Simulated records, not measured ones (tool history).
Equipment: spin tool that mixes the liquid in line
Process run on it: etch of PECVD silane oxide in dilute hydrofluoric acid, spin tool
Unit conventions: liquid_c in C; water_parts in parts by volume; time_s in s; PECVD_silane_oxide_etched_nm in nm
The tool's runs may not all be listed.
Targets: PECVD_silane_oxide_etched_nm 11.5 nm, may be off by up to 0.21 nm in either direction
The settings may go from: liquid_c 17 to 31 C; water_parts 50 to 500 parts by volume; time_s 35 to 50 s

run 1 hour=0 | liquid_c=23 water_parts=275 time_s=50 | PECVD_silane_oxide_etched_nm=6.5936
run 2 hour=1.9 | liquid_c=23 water_parts=185 time_s=50 | PECVD_silane_oxide_etched_nm=10.703
run 3 hour=7.2 | liquid_c=23.5 water_parts=185 time_s=50 | PECVD_silane_oxide_etched_nm=11.067
run 4 hour=8.4 | liquid_c=23.5 water_parts=185 time_s=35 | PECVD_silane_oxide_etched_nm=7.7296
run 5 hour=12.3 | liquid_c=23.5 water_parts=185 time_s=35 | PECVD_silane_oxide_etched_nm=7.723
run 6 hour=15.1 | liquid_c=24.5 water_parts=175 time_s=35 | PECVD_silane_oxide_etched_nm=8.5827
run 7 hour=21.9 | liquid_c=25.5 water_parts=170 time_s=35 | PECVD_silane_oxide_etched_nm=9.2483
run 8 hour=28.2 | liquid_c=26.5 water_parts=170 time_s=35 | PECVD_silane_oxide_etched_nm=9.4732
run 9 hour=33.6 | liquid_c=27.5 water_parts=165 time_s=35 | PECVD_silane_oxide_etched_nm=10.265

Pick the move, out of 4, that brings all results within their allowed miss; only one does.
run A hour=39 | liquid_c=26.5 water_parts=185 time_s=35 | PECVD_silane_oxide_etched_nm=?
run B hour=39 | liquid_c=27 water_parts=170 time_s=40 | PECVD_silane_oxide_etched_nm=?
run C hour=39 | liquid_c=30 water_parts=155 time_s=35 | PECVD_silane_oxide_etched_nm=?
run D hour=39 | liquid_c=27.5 water_parts=150 time_s=35 | PECVD_silane_oxide_etched_nm=?

move=A PECVD_silane_oxide_etched_nm=8.646
move=B PECVD_silane_oxide_etched_nm=11.145
move=C PECVD_silane_oxide_etched_nm=12.146
move=D PECVD_silane_oxide_etched_nm=11.534
A: moves away from the targets compared with the last run
B: closer than the last run, but not yet in spec
C: moves the result that the last run missed by most past its target, out the other side
D: all results in spec
Move D is the one to make.
